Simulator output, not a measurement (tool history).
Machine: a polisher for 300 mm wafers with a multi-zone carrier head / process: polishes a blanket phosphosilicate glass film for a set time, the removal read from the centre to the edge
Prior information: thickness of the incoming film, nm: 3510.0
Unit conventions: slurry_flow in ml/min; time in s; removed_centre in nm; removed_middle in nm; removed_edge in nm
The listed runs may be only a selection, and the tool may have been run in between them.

{"run": 1, "hour": 0.0, "slurry_flow": 320, "centre_zone": 1.0, "middle_zone": 1.0, "edge_zone": 1.0, "slurry_solids": 1.0, "time": 77, "removed_centre": 832.65, "removed_middle": 821.52, "removed_edge": 849.08}
{"run": 2, "hour": 6.5, "slurry_flow": 320, "centre_zone": 1.0, "middle_zone": 1.0, "edge_zone": 1.0, "slurry_solids": 1.0, "time": 95, "removed_centre": 1031.7, "removed_middle": 1031.9, "removed_edge": 1074.9}
{"run": 3, "hour": 9.5, "slurry_flow": 320, "centre_zone": 1.0, "middle_zone": 1.0, "edge_zone": 1.0, "slurry_solids": 0.95, "time": 95, "removed_centre": 997.56, "removed_middle": 1017.2, "removed_edge": 1032.0}
{"run": 4, "hour": 15.0, "slurry_flow": 320, "centre_zone": 0.98, "middle_zone": 0.98, "edge_zone": 0.98, "slurry_solids": 0.9, "time": 94, "removed_centre": 943.87, "removed_middle": 948.06, "removed_edge": 995.77}
{"run": 5, "hour": 19.6, "slurry_flow": 320, "centre_zone": 0.97, "middle_zone": 0.98, "edge_zone": 0.96, "slurry_solids": 0.85, "time": 92, "removed_centre": 893.84, "removed_middle": 891.93, "removed_edge": 892.26}
{"run": 6, "hour": 28.5, "slurry_flow": 315, "centre_zone": 0.95, "middle_zone": 0.97, "edge_zone": 0.96, "slurry_solids": 0.8, "time": 92, "removed_centre": 839.88, "removed_middle": 852.09, "removed_edge": 894.27}
{"run": 7, "hour": 31.3, "slurry_flow": 315, "centre_zone": 0.93, "middle_zone": 0.97, "edge_zone": 0.94, "slurry_solids": 0.75, "time": 92, "removed_centre": 781.11, "removed_middle": 817.35, "removed_edge": 825.29}

Run 8 has not been measured yet. What should we expect?
{"run": 8, "hour": 35.0, "slurry_flow": 315, "centre_zone": 0.92, "middle_zone": 0.96, "edge_zone": 0.92, "slurry_solids": 0.75, "time": 92, "removed_centre": "?", "removed_middle": "?", "removed_edge": "?"}

removed_centre: 780.23 nm
removed_middle: 828.80 nm
removed_edge: 821.89 nm
